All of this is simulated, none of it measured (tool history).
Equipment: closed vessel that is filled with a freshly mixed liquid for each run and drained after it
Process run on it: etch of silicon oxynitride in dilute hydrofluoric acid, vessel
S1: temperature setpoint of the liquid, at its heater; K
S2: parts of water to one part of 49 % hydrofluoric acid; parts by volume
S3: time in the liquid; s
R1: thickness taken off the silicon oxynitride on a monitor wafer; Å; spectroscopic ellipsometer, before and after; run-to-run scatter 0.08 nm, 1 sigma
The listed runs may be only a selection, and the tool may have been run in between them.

| run | hour | S1 | S2 | S3 | R1 |
|---|---|---|---|---|---|
| 1 | 0.0 | 297.15 | 165 | 770 | 71.975 |
| 2 | 3.2 | 298.15 | 160 | 770 | 78.233 |
| 3 | 7.5 | 296.15 | 160 | 770 | 70.842 |
| 4 | 11.5 | 296.15 | 160 | 770 | 71.898 |
| 5 | 20.0 | 296.15 | 195 | 770 | 56.980 |
| 6 | 26.2 | 297.65 | 195 | 770 | 60.568 |
| 7 | 28.7 | 297.65 | 195 | 770 | 60.105 |
| 8 | 29.4 | 298.65 | 185 | 770 | 66.688 |
| 9 | 33.7 | 299.65 | 175 | 770 | 74.923 |
| 10 | 34.6 | 300.15 | 170 | 770 | 78.672 |

For run 11, what comes out?
| 11 | 43.5 | 300.65 | 165 | 770 | ? |

R1: 82.354 Å
